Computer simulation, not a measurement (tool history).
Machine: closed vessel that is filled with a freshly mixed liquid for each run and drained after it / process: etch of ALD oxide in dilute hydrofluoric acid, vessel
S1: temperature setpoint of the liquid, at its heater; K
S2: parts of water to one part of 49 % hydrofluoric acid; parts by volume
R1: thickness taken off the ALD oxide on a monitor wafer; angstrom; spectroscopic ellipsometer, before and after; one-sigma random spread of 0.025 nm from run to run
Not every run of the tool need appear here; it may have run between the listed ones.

{"run": 1, "hour": 0.0, "S1": 296.15, "S2": 260, "time in the liquid (s)": 30, "R1": 25.046}
{"run": 2, "hour": 5.6, "S1": 296.15, "S2": 320, "time in the liquid (s)": 30, "R1": 19.348}
{"run": 3, "hour": 11.5, "S1": 296.15, "S2": 370, "time in the liquid (s)": 30, "R1": 15.717}
{"run": 4, "hour": 12.9, "S1": 296.15, "S2": 440, "time in the liquid (s)": 30, "R1": 12.478}
{"run": 5, "hour": 15.1, "S1": 299.15, "S2": 440, "time in the liquid (s)": 30, "R1": 13.61}
{"run": 6, "hour": 20.0, "S1": 299.65, "S2": 410, "time in the liquid (s)": 30, "R1": 15.422}

Run 7 is up next; what results do you expect?
{"hour": 28.1, "done": "thermometer replaced"}
{"run": 7, "hour": 28.1, "S1": 300.15, "S2": 380, "time in the liquid (s)": 30, "R1": "?"}

Run 7 measured R1 16.055 angstrom.
